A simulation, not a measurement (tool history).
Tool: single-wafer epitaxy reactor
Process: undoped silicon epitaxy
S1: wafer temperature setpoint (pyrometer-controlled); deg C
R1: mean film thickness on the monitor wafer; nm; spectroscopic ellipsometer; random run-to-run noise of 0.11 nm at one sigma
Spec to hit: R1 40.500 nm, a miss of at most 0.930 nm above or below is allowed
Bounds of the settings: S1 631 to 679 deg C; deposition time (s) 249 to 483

{"run": 1, "hour": 0.0, "S1": 655, "deposition time (s)": 366, "R1": 63.791}
{"run": 2, "hour": 8.0, "S1": 652, "deposition time (s)": 366, "R1": 60.129}
{"run": 3, "hour": 9.3, "S1": 650, "deposition time (s)": 366, "R1": 57.607}
{"run": 4, "hour": 11.7, "S1": 648, "deposition time (s)": 366, "R1": 55.663}
{"run": 5, "hour": 18.2, "S1": 646, "deposition time (s)": 366, "R1": 53.654}
{"run": 6, "hour": 20.0, "S1": 646, "deposition time (s)": 387, "R1": 56.584}
{"run": 7, "hour": 28.1, "S1": 644, "deposition time (s)": 385, "R1": 53.989}
{"run": 8, "hour": 31.6, "S1": 632, "deposition time (s)": 378, "R1": 41.844}
{"run": 9, "hour": 33.7, "S1": 632, "deposition time (s)": 377, "R1": 41.468}

Of the 5 settings listed for the next run, only one would bring every result within its allowed miss of target. Which one?
{"run": "A", "hour": 35.8, "S1": 636, "deposition time (s)": 321, "R1": "?"}
{"run": "B", "hour": 35.8, "S1": 631, "deposition time (s)": 357, "R1": "?"}
{"run": "C", "hour": 35.8, "S1": 637, "deposition time (s)": 356, "R1": "?"}
{"run": "D", "hour": 35.8, "S1": 631, "deposition time (s)": 353, "R1": "?"}
{"run": "E", "hour": 35.8, "S1": 631, "deposition time (s)": 375, "R1": "?"}

move=A R1=38.385
move=B R1=38.599
move=C R1=43.432
move=D R1=38.166
move=E R1=40.545
A: moves the result that the last run missed by most past its target, out the other side
B: moves the result that the last run missed by most past its target, out the other side
C: its largest miss is bigger than the last run's
D: moves the result that the last run missed by most past its target, out the other side
E: all results in spec
The right move is E.

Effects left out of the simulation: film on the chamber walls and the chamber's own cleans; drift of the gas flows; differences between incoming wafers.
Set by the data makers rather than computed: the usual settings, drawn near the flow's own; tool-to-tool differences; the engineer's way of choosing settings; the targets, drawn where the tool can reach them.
